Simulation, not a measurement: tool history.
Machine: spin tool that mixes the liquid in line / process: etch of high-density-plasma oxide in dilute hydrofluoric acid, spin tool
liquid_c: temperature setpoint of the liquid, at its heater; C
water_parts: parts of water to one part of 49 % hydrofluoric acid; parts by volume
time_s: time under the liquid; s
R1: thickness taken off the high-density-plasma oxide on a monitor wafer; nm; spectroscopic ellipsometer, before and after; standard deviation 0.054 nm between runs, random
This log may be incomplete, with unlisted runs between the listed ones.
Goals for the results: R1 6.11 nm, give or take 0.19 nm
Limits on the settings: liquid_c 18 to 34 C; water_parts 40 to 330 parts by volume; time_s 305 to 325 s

Run 1, hour 0: liquid_c 26 C, water_parts 185 parts by volume, time_s 305 s. Result: R1 10.053 nm.
Run 2, hour 1.8: liquid_c 25 C, water_parts 190 parts by volume, time_s 305 s. Result: R1 9.3227 nm.
Run 3, hour 10.8: liquid_c 22 C, water_parts 190 parts by volume, time_s 305 s. Result: R1 8.2912 nm.
Run 4, hour 12: liquid_c 21.5 C, water_parts 195 parts by volume, time_s 305 s. Result: R1 8.1247 nm.
Run 5, hour 14: liquid_c 21.5 C, water_parts 195 parts by volume, time_s 325 s. Result: R1 8.4268 nm.
Run 6, hour 21.2: liquid_c 24 C, water_parts 195 parts by volume, time_s 325 s. Result: R1 9.3988 nm.
Run 7, hour 27.1: liquid_c 23 C, water_parts 200 parts by volume, time_s 325 s. Result: R1 8.7859 nm.
Run 8, hour 29.6: liquid_c 22 C, water_parts 205 parts by volume, time_s 325 s. Result: R1 8.1585 nm.

Which single option among these 5 for the next run brings every result within its allowed miss of target? Just one does.
Run A, hour 32.1: liquid_c 23 C, water_parts 240 parts by volume, time_s 305 s. Result: R1 ?.
Run B, hour 32.1: liquid_c 21 C, water_parts 240 parts by volume, time_s 305 s. Result: R1 ?.
Run C, hour 32.1: liquid_c 23 C, water_parts 185 parts by volume, time_s 325 s. Result: R1 ?.
Run D, hour 32.1: liquid_c 19 C, water_parts 260 parts by volume, time_s 305 s. Result: R1 ?.
Run E, hour 32.1: liquid_c 25 C, water_parts 230 parts by volume, time_s 305 s. Result: R1 ?.

move      R1
   A  6.4541
   B  5.9953
   C   9.446
   D   5.039
   E  7.3149
A: closes in on the targets versus the last run, not all within tolerance yet
B: all results in spec
C: misses by more than the last run did
D: carries the result that was furthest off beyond its target, to the other side
E: closes in on the targets versus the last run, not all within tolerance yet
The right move is B.
